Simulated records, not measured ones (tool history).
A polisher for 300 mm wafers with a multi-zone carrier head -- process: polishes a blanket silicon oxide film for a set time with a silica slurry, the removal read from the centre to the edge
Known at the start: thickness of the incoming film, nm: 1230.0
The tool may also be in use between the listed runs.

run  hour  flow of slurry (ml/min)  pressure of the head's centre zone  pressure of the head's middle zone  pressure of the head's edge zone  abrasive content of the slurry  polishing time (s)  film removed at the wafer's centre (angstrom)  film removed at mid-radius (angstrom)  film removed at the wafer's edge (angstrom)
  1     0                      285                                   1                                   1                                 1                               1                  46                                           1463                                 1472.8                                       1486.6
  2   5.1                      285                                   1                                   1                              0.94                               1                  46                                         1436.9                                 1457.6                                       1441.1
  3    12                      285                                   1                                1.07                              0.94                               1                  46                                         1429.1                                   1559                                       1452.2
  4  16.6                      285                                   1                                1.07                              0.94                               1                  51                                         1583.2                                 1725.2                                       1556.9
  5  18.8                      285                                1.08                                1.07                              0.94                               1                  51                                         1677.7                                 1736.3                                       1582.8
  6  23.9                      290                                1.07                                1.07                              0.97                            1.05                  51                                         1743.1                                 1771.9                                       1701.6
  7  32.3                      300                                1.07                                1.08                                 1                            1.05                  51                                         1724.1                                 1789.3                                       1706.8
  8  36.8                      305                                1.08                                1.09                              1.02                            1.05                  51                                         1748.5                                 1798.1                                       1730.3

For run 9, what comes out?
  9  38.8                      310                                1.08                                 1.1                              1.04                            1.05                  51                                              ?                                      ?                                            ?

{"run 9": {"film removed at the wafer's centre (angstrom)": 1795.7, "film removed at mid-radius (angstrom)": 1836.7, "film removed at the wafer's edge (angstrom)": 1750.1}}
